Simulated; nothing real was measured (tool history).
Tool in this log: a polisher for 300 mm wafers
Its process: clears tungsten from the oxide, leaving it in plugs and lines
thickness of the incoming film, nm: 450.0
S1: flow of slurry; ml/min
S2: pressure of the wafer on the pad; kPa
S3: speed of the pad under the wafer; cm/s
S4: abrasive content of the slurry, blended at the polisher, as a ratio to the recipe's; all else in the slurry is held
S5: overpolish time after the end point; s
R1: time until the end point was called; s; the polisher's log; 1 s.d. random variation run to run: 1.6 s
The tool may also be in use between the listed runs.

run  hour   S1    S2   S3   S4  S5      R1
  1   0.0  230  20.7  140  1.0  44  70.628
  2   3.1  230  18.6  138  1.0  44  80.586
  3   7.9  230  17.2  138  1.0  44  87.477
  4   9.4  230  21.4  138  1.0  44  71.870
  5  12.9  230  21.4  138  1.0  47  69.969
  6  15.3  230  19.3  136  1.0  47  80.671
  7  18.5  230  17.9  136  1.0  47  84.009
  8  25.1  230  16.5  136  1.0  47  92.070

For run 9, what comes out?
  9  28.2  230  15.9  136  1.0  47   ?

R1: 94.852 s
